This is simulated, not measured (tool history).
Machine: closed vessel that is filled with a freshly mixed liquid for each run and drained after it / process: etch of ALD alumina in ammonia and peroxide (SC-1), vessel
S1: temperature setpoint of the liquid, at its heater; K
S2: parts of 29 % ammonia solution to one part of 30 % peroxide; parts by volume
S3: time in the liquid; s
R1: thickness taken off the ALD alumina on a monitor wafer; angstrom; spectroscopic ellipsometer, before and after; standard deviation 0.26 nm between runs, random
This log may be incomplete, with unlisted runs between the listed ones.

run	hour	S1	S2	S3	R1
1	0	335.15	0.45	305	274.13
2	5.7	335.15	0.5	305	278.42
3	13.6	328.15	0.5	305	192.57
4	18.2	334.65	0.5	305	272.14
5	19.4	334.65	0.4	305	266.34
6	25.6	334.65	0.3	305	259.37
7	27.1	336.65	0.3	305	288.76
8	33.1	338.15	0.3	305	309.2
9	33.9	339.15	0.3	305	323.56
10	38.4	340.15	0.3	305	340.44
11	39.6	340.65	0.3	305	350.18

The next listed run, before its measurement:
# hour 46.5: thermometer replaced
12	46.5	343.15	0.4	315	?

R1: 439.97 angstrom
